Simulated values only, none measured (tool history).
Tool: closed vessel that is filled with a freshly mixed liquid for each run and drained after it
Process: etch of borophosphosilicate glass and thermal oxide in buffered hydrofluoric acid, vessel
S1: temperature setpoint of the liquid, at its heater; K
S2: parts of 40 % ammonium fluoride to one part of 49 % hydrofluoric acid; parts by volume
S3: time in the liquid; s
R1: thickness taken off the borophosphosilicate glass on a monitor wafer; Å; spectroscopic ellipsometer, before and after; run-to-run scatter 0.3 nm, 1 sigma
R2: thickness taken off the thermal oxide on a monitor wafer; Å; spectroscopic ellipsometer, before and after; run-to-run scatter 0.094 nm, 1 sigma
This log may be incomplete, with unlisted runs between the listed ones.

run  hour      S1    S2  S3      R1      R2
  1     0  295.15    17  60  777.73  360.15
  2   2.2  293.15    17  60   707.8  320.77
  3   5.4  294.65    17  60  762.63  349.51
  4   9.6  294.65    20  60  669.35  306.66
  5  14.9  293.15  20.5  60  598.04  274.01
  6  19.7  293.15  16.5  60  724.57  331.06
  7  21.2  292.15    18  60  625.67  286.15
  8  29.7  291.65  18.5  60  591.49  273.45

Predict the results of run 9:
     36.4  -- hydrofluoric acid flow meter replaced
  9  36.4  291.15  19  60   ?   ?

{"run 9": {"R1": 609.3, "R2": 276.66}}
